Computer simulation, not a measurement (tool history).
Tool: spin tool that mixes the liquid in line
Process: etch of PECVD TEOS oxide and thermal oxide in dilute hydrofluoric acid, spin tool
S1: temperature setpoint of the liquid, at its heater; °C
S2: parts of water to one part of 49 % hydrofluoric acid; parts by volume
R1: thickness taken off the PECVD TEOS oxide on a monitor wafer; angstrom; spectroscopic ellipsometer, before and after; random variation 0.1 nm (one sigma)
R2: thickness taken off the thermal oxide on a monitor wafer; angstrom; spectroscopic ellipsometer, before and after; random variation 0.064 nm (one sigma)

run 1 day=0.000 | S1=21.0 S2=55 time_under_the_liquid_(s)=110 | R1=195.48 R2=84.756
run 2 day=0.100 | S1=22.0 S2=55 time_under_the_liquid_(s)=110 | R1=203.08 R2=88.968
run 3 day=0.242 | S1=22.5 S2=55 time_under_the_liquid_(s)=110 | R1=206.54 R2=90.853
run 4 day=0.504 | S1=22.5 S2=55 time_under_the_liquid_(s)=125 | R1=234.80 R2=102.970
run 5 day=0.650 | S1=19.5 S2=55 time_under_the_liquid_(s)=125 | R1=209.00 R2=90.465
run 6 day=0.908 | S1=17.0 S2=55 time_under_the_liquid_(s)=125 | R1=187.15 R2=81.462
run 7 day=1.221 | S1=18.5 S2=55 time_under_the_liquid_(s)=125 | R1=200.39 R2=86.379
run 8 day=1.317 | S1=19.5 S2=55 time_under_the_liquid_(s)=125 | R1=208.91 R2=90.456
run 9 day=1.362 | S1=23.5 S2=55 time_under_the_liquid_(s)=125 | R1=246.37 R2=107.510
run 10 day=1.679 | S1=24.0 S2=55 time_under_the_liquid_(s)=125 | R1=251.98 R2=108.910
run 11 day=1.867 | S1=24.5 S2=55 time_under_the_liquid_(s)=125 | R1=255.50 R2=111.620
run 12 day=2.154 | S1=25.0 S2=55 time_under_the_liquid_(s)=125 | R1=262.40 R2=112.720

Run 13 comes next. What will it give?
run 13 day=2.175 | S1=25.5 S2=55 time_under_the_liquid_(s)=125 | R1=? R2=?

{"run 13": {"R1": 267.27, "R2": 116.81}}
